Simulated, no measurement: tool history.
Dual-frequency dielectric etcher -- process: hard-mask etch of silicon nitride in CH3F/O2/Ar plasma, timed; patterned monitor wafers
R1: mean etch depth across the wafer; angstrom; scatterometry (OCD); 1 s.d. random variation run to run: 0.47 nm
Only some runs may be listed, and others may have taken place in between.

{"run": 1, "hour": 0.0, "source power (W)": 510, "bias power (W)": 89, "etch time (s)": 273.0, "R1": 2477.4}
{"run": 2, "hour": 0.9, "source power (W)": 480, "bias power (W)": 89, "etch time (s)": 273.0, "R1": 2433.9}
{"run": 3, "hour": 4.5, "source power (W)": 450, "bias power (W)": 89, "etch time (s)": 273.0, "R1": 2400.2}
{"run": 4, "hour": 10.1, "source power (W)": 420, "bias power (W)": 89, "etch time (s)": 273.0, "R1": 2342.6}
{"run": 5, "hour": 15.8, "source power (W)": 400, "bias power (W)": 89, "etch time (s)": 273.0, "R1": 2316.0}
{"run": 6, "hour": 20.1, "source power (W)": 390, "bias power (W)": 89, "etch time (s)": 273.0, "R1": 2308.8}

What will run 7 give?
{"run": 7, "hour": 22.2, "source power (W)": 380, "bias power (W)": 89, "etch time (s)": 273.0, "R1": "?"}

R1: 2297.7 angstrom
